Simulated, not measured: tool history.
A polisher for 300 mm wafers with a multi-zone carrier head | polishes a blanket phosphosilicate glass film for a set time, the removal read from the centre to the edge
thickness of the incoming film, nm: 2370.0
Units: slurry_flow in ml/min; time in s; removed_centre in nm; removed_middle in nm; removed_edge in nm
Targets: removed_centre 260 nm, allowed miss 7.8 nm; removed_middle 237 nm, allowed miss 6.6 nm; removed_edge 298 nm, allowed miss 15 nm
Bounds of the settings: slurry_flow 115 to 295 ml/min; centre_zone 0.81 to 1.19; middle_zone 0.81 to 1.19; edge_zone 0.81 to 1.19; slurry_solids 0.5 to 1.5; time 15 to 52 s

| run | hour | slurry_flow | centre_zone | middle_zone | edge_zone | slurry_solids | time | removed_centre | removed_middle | removed_edge |
|---|---|---|---|---|---|---|---|---|---|---|
| 1 | 0 | 190 | 1 | 1 | 1 | 1 | 33 | 295.53 | 305.23 | 307.61 |
| 2 | 3.6 | 175 | 0.99 | 0.94 | 1.02 | 0.95 | 33 | 284.62 | 274.49 | 297.52 |
| 3 | 4.5 | 175 | 0.99 | 0.94 | 0.96 | 0.95 | 33 | 280.77 | 273.89 | 292.11 |
| 4 | 10.6 | 160 | 0.97 | 0.9 | 0.99 | 0.95 | 33 | 271.68 | 257.44 | 288.81 |
|  | 15.7 | centre zone pressure recalibrated |
| 5 | 15.7 | 205 | 0.97 | 0.9 | 0.99 | 0.95 | 33 | 302.71 | 269.89 | 301.5 |
| 6 | 20.8 | 180 | 0.96 | 0.88 | 1.02 | 0.95 | 33 | 290.78 | 265.74 | 295.05 |
| 7 | 25.8 | 160 | 0.95 | 0.86 | 0.98 | 0.95 | 33 | 280.64 | 249.83 | 287.06 |
| 8 | 34.4 | 145 | 0.93 | 0.84 | 1.03 | 0.95 | 33 | 273.69 | 238.28 | 289.95 |

5 next moves are on the table. One of them brings every result within its allowed miss. Which?
| A | 43 | 120 | 0.83 | 0.81 | 1.18 | 0.9 | 35 | ? | ? | ? |
| B | 43 | 115 | 0.89 | 0.83 | 1.07 | 1.05 | 33 | ? | ? | ? |
| C | 43 | 170 | 0.97 | 0.84 | 0.98 | 1 | 31 | ? | ? | ? |
| D | 43 | 190 | 0.93 | 0.81 | 1.06 | 1 | 32 | ? | ? | ? |
| E | 43 | 175 | 0.94 | 0.92 | 0.98 | 0.85 | 32 | ? | ? | ? |

| move | removed_centre | removed_middle | removed_edge |
|---|---|---|---|
| A | 245.48 | 231.44 | 307.69 |
| B | 262.34 | 239.27 | 301.21 |
| C | 286.42 | 243.04 | 285.25 |
| D | 292.21 | 248.4 | 307.67 |
| E | 264.29 | 247.66 | 268.91 |
A: takes the result that was furthest off past its target
B: meets every target
C: further off than the last run
D: further off than the last run
E: brings the result that was furthest off to its target, and leaves another outside
Answer: B

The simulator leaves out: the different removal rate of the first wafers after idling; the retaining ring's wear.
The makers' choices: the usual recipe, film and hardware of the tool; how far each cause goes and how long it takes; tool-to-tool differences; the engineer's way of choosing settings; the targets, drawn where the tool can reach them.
